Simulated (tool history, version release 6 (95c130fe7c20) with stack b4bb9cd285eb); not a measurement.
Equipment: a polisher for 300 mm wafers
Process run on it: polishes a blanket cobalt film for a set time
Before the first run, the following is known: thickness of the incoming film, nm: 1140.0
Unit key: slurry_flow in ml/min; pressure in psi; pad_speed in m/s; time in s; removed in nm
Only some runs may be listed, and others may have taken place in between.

run 1 hour=0 | slurry_flow=280 pressure=2.2 pad_speed=1.2 time=34 | removed=205.56
run 2 hour=4.5 | slurry_flow=240 pressure=2.2 pad_speed=1.2 time=34 | removed=207.91
run 3 hour=10 | slurry_flow=240 pressure=2.2 pad_speed=0.94 time=34 | removed=162.52
run 4 hour=19 | slurry_flow=240 pressure=2.4 pad_speed=0.94 time=34 | removed=176.89
run 5 hour=23.8 | slurry_flow=240 pressure=2.1 pad_speed=0.94 time=34 | removed=154.73
run 6 hour=27.5 | slurry_flow=240 pressure=1.9 pad_speed=0.94 time=34 | removed=142.42
run 7 hour=31.8 | slurry_flow=240 pressure=2.1 pad_speed=0.96 time=34 | removed=160.04
run 8 hour=34.7 | slurry_flow=240 pressure=2.3 pad_speed=0.96 time=34 | removed=174.98
run 9 hour=42.8 | slurry_flow=240 pressure=2.4 pad_speed=0.96 time=34 | removed=177.55
run 10 hour=48.4 | slurry_flow=240 pressure=2.4 pad_speed=0.96 time=34 | removed=179.1

Forecast run 11:
run 11 hour=49.9 | slurry_flow=240 pressure=2.5 pad_speed=0.98 time=34 | removed=?

removed: 191.03 nm
